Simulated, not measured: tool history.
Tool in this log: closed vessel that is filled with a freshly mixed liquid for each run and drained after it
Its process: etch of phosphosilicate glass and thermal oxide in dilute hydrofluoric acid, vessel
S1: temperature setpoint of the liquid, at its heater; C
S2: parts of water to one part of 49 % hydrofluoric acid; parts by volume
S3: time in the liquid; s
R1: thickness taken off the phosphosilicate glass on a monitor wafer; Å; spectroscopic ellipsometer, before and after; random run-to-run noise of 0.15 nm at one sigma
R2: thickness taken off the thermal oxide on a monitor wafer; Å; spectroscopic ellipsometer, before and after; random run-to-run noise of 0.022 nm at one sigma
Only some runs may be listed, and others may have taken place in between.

Run 1, hour 0: S1 23 C, S2 115 parts by volume, S3 70 s. Result: R1 379.85 Å, R2 24.704 Å.
Run 2, hour 0.6: S1 22.5 C, S2 115 parts by volume, S3 70 s. Result: R1 376.41 Å, R2 24.017 Å.
Run 3, hour 3.4: S1 22 C, S2 120 parts by volume, S3 70 s. Result: R1 353.27 Å, R2 22.53 Å.
Run 4, hour 9.7: S1 21.5 C, S2 125 parts by volume, S3 70 s. Result: R1 331.34 Å, R2 20.278 Å.
Run 5, hour 16.2: S1 21.5 C, S2 100 parts by volume, S3 70 s. Result: R1 422.42 Å, R2 26.511 Å.
Run 6, hour 19.4: S1 21.5 C, S2 100 parts by volume, S3 50 s. Result: R1 301.01 Å, R2 19.241 Å.

What does the tool deliver on the next run?
Run 7, hour 24.3: S1 20.5 C, S2 110 parts by volume, S3 50 s. Result: R1 ?, R2 ?.

Run 7 yielded R1 257.31 Å, R2 16.54 Å.

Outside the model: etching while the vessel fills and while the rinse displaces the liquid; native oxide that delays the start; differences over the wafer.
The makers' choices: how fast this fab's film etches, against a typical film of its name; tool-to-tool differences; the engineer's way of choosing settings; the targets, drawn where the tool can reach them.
